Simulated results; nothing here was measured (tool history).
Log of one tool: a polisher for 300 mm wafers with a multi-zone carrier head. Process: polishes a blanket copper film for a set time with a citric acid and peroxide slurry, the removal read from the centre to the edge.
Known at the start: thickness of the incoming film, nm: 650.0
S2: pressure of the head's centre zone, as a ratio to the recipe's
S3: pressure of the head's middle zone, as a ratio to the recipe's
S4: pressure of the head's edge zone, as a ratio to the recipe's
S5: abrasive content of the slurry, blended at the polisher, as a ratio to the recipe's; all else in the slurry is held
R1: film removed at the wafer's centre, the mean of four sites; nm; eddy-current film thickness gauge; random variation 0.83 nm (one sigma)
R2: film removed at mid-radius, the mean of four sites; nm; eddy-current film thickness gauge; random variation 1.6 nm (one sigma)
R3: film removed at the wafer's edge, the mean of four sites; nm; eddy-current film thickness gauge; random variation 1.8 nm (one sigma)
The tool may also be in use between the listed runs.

Run 1, hour 0: flow of slurry (ml/min) 165, S2 1, S3 1, S4 1, S5 1, polishing time (s) 68. Result: R1 174.19 nm, R2 181.5 nm, R3 177.02 nm.
Run 2, hour 6.5: flow of slurry (ml/min) 160, S2 0.97, S3 0.99, S4 0.96, S5 0.9, polishing time (s) 68. Result: R1 164.76 nm, R2 171.5 nm, R3 170.86 nm.
Run 3, hour 7.6: flow of slurry (ml/min) 190, S2 0.97, S3 0.99, S4 0.96, S5 0.9, polishing time (s) 68. Result: R1 172.09 nm, R2 179.17 nm, R3 175.48 nm.
Run 4, hour 15.4: flow of slurry (ml/min) 160, S2 0.97, S3 0.99, S4 0.96, S5 0.9, polishing time (s) 68. Result: R1 164.42 nm, R2 172.49 nm, R3 173.19 nm.
Run 5, hour 18.5: flow of slurry (ml/min) 165, S2 0.96, S3 1.01, S4 0.93, S5 0.8, polishing time (s) 66. Result: R1 154.7 nm, R2 167.78 nm, R3 161.21 nm.
Run 6, hour 19.9: flow of slurry (ml/min) 165, S2 1.01, S3 1.01, S4 0.93, S5 0.8, polishing time (s) 66. Result: R1 166.7 nm, R2 165.72 nm, R3 164.57 nm.
Run 7, hour 23.5: flow of slurry (ml/min) 165, S2 1.01, S3 1.01, S4 0.93, S5 0.8, polishing time (s) 66. Result: R1 165.38 nm, R2 164.38 nm, R3 160.28 nm.
Run 8, hour 27.6: flow of slurry (ml/min) 155, S2 0.99, S3 1.02, S4 0.91, S5 0.75, polishing time (s) 66. Result: R1 159.69 nm, R2 164.66 nm, R3 159.58 nm.
Run 9, hour 36.5: flow of slurry (ml/min) 155, S2 0.97, S3 1.02, S4 0.89, S5 0.7, polishing time (s) 65. Result: R1 150.65 nm, R2 162.54 nm, R3 152 nm.
Run 10, hour 44.2: flow of slurry (ml/min) 145, S2 0.96, S3 1.01, S4 0.88, S5 0.7, polishing time (s) 65. Result: R1 147.45 nm, R2 159.32 nm, R3 150.59 nm.
Run 11, hour 46.4: flow of slurry (ml/min) 135, S2 0.95, S3 1, S4 0.87, S5 0.7, polishing time (s) 65. Result: R1 144.6 nm, R2 155.38 nm, R3 147.59 nm.
Run 12, hour 47.6: flow of slurry (ml/min) 130, S2 0.94, S3 1, S4 0.86, S5 0.7, polishing time (s) 65. Result: R1 141.36 nm, R2 153.73 nm, R3 149.3 nm.
Run 13, hour 50.1: flow of slurry (ml/min) 130, S2 0.93, S3 1, S4 0.85, S5 0.65, polishing time (s) 65. Result: R1 137.2 nm, R2 150.36 nm, R3 146.33 nm.
Run 14, hour 52.3: flow of slurry (ml/min) 125, S2 0.93, S3 1.01, S4 0.84, S5 0.65, polishing time (s) 65. Result: R1 135.72 nm, R2 150.58 nm, R3 143.98 nm.

Forecast run 15:
Run 15, hour 59.2: flow of slurry (ml/min) 120, S2 0.93, S3 1.02, S4 0.83, S5 0.65, polishing time (s) 65. Result: R1 ?, R2 ?, R3 ?.

Run 15 gave R1 136.35 nm, R2 150.3 nm, R3 140.25 nm.
